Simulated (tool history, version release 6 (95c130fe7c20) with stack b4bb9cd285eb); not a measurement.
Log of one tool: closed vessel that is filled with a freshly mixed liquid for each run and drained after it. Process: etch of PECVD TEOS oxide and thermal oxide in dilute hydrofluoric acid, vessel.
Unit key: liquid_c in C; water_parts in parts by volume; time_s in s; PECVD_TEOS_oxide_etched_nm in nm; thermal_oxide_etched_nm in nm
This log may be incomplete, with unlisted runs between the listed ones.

| run | hour | liquid_c | water_parts | time_s | PECVD_TEOS_oxide_etched_nm | thermal_oxide_etched_nm |
|---|---|---|---|---|---|---|
| 1 | 0.0 | 23.0 | 195 | 60 | 7.4417 | 1.3804 |
| 2 | 1.9 | 23.0 | 130 | 60 | 12.1350 | 2.2787 |
| 3 | 8.2 | 23.0 | 130 | 50 | 9.9838 | 1.7826 |
| 4 | 11.6 | 21.5 | 140 | 50 | 8.7755 | 1.6113 |
| 5 | 20.6 | 18.0 | 140 | 50 | 7.5683 | 1.3894 |
| 6 | 23.3 | 17.0 | 140 | 50 | 7.2934 | 1.3358 |
| 7 | 26.2 | 17.0 | 150 | 50 | 6.6236 | 1.1836 |

Run 8 comes next. What will it give?
| 8 | 30.6 | 17.0 | 155 | 50 | ? | ? |

PECVD_TEOS_oxide_etched_nm: 6.3967 nm
thermal_oxide_etched_nm: 1.1453 nm
